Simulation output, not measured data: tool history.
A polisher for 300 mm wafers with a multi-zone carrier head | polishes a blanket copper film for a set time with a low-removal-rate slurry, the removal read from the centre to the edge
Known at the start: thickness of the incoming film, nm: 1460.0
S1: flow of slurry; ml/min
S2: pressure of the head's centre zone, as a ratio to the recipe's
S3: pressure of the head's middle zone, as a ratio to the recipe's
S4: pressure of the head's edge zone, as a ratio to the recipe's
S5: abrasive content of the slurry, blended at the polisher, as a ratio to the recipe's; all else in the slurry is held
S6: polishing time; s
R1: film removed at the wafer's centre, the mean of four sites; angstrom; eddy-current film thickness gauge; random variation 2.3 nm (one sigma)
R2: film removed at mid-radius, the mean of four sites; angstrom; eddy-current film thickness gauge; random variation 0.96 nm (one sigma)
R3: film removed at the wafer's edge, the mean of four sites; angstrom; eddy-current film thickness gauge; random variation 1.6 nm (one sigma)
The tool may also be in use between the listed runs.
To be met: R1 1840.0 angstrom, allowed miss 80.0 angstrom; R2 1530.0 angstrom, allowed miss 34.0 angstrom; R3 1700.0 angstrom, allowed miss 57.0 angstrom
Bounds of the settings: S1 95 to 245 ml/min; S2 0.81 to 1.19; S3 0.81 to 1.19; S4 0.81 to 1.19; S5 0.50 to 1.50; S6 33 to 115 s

| run | hour | S1 | S2 | S3 | S4 | S5 | S6 | R1 | R2 | R3 |
|---|---|---|---|---|---|---|---|---|---|---|
| 1 | 0.0 | 155 | 1.00 | 1.00 | 1.00 | 1.00 | 73 | 1911.5 | 1917.0 | 1935.9 |
| 2 | 1.4 | 190 | 1.00 | 1.00 | 1.00 | 1.00 | 73 | 1968.0 | 1986.2 | 1948.8 |
| 3 | 7.4 | 165 | 1.00 | 1.00 | 1.00 | 1.00 | 73 | 1961.1 | 1920.0 | 1902.8 |
| 4 | 16.5 | 130 | 1.00 | 1.00 | 1.00 | 1.00 | 73 | 1843.0 | 1880.5 | 1867.8 |
| 5 | 18.0 | 125 | 1.01 | 0.96 | 0.98 | 0.95 | 73 | 1841.1 | 1766.3 | 1852.6 |
| 6 | 22.2 | 120 | 1.02 | 0.94 | 0.95 | 0.90 | 73 | 1787.4 | 1694.3 | 1743.6 |
| 7 | 29.4 | 115 | 1.03 | 0.92 | 0.95 | 0.90 | 73 | 1832.4 | 1658.2 | 1745.5 |
| 8 | 38.3 | 100 | 1.04 | 0.85 | 0.93 | 0.85 | 73 | 1738.2 | 1469.5 | 1651.2 |
| 9 | 42.1 | 105 | 1.04 | 0.85 | 0.93 | 0.85 | 73 | 1765.8 | 1477.5 | 1647.7 |

5 next moves are on the table. One of them brings every result within its allowed miss. Which?
| A | 45.9 | 115 | 1.01 | 0.84 | 0.98 | 0.90 | 70 | ? | ? | ? |
| B | 45.9 | 105 | 1.02 | 0.82 | 0.83 | 0.85 | 78 | ? | ? | ? |
| C | 45.9 | 105 | 1.04 | 0.88 | 0.95 | 0.85 | 69 | ? | ? | ? |
| D | 45.9 | 95 | 1.07 | 0.89 | 0.91 | 0.95 | 67 | ? | ? | ? |
| E | 45.9 | 95 | 1.00 | 0.85 | 0.95 | 0.95 | 68 | ? | ? | ? |

| move | R1 | R2 | R3 |
|---|---|---|---|
| A | 1714.4 | 1462.6 | 1678.5 |
| B | 1854.5 | 1540.8 | 1704.2 |
| C | 1673.6 | 1444.0 | 1584.6 |
| D | 1681.7 | 1428.2 | 1538.5 |
| E | 1593.9 | 1396.0 | 1588.4 |
A: further off than the last run
B: meets every target
C: further off than the last run
D: further off than the last run
E: further off than the last run
Answer: B

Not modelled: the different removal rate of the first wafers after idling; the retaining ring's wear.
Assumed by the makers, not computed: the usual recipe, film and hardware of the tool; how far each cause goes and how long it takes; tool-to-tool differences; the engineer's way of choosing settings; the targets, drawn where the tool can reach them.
